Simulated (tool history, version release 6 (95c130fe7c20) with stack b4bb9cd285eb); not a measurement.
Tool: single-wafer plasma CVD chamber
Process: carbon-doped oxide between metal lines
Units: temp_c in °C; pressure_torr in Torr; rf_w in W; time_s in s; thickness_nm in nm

| run | hour | temp_c | pressure_torr | rf_w | time_s | thickness_nm |
|---|---|---|---|---|---|---|
| 1 | 0 | 365 | 5.23 | 445 | 21.4 | 93.343 |
| 2 | 0.6 | 364 | 5.38 | 455 | 21.4 | 96.511 |
| 3 | 1.2 | 363 | 5.55 | 460 | 21.4 | 97.777 |
| 4 | 4.8 | 362 | 5.69 | 465 | 21.4 | 98.314 |
| 5 | 10.1 | 362 | 6.07 | 465 | 21.4 | 99.355 |
| 6 | 13 | 361 | 6.13 | 470 | 21.4 | 101.25 |

Forecast run 7:
| 7 | 20.4 | 360 | 6.2 | 470 | 21.4 | ? |

{"run 7": {"thickness_nm": 101.32}}
